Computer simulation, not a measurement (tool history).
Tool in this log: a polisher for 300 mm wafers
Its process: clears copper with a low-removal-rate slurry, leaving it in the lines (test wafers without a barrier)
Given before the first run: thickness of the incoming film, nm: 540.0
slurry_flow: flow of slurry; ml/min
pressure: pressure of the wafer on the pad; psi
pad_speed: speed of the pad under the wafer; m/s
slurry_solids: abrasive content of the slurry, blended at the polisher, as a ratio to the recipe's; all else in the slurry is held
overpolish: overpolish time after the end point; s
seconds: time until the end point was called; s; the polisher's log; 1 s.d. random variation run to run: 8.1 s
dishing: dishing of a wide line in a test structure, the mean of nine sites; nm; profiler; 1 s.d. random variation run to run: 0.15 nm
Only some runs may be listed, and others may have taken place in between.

run 1 hour=0 | slurry_flow=235 pressure=2.2 pad_speed=1.42 slurry_solids=1 overpolish=21 | seconds=190.51 dishing=24.327
run 2 hour=1.9 | slurry_flow=220 pressure=1.8 pad_speed=1.18 slurry_solids=0.9 overpolish=16 | seconds=280.94 dishing=15.808
run 3 hour=8 | slurry_flow=215 pressure=1.6 pad_speed=1.02 slurry_solids=0.85 overpolish=13 | seconds=364.47 dishing=11.704
run 4 hour=12.9 | slurry_flow=215 pressure=1.4 pad_speed=0.94 slurry_solids=0.85 overpolish=12 | seconds=436.04 dishing=8.9598
run 5 hour=16.7 | slurry_flow=260 pressure=1.4 pad_speed=0.94 slurry_solids=0.85 overpolish=12 | seconds=443.62 dishing=8.9754
run 6 hour=21.5 | slurry_flow=260 pressure=1.4 pad_speed=0.94 slurry_solids=1.05 overpolish=12 | seconds=420.08 dishing=9.3432

Run 7 comes next. What will it give?
run 7 hour=22.2 | slurry_flow=260 pressure=1.3 pad_speed=0.88 slurry_solids=1.05 overpolish=13 | seconds=? dishing=?

For run 7 the tool returned seconds 489.84 s, dishing 8.5741 nm.
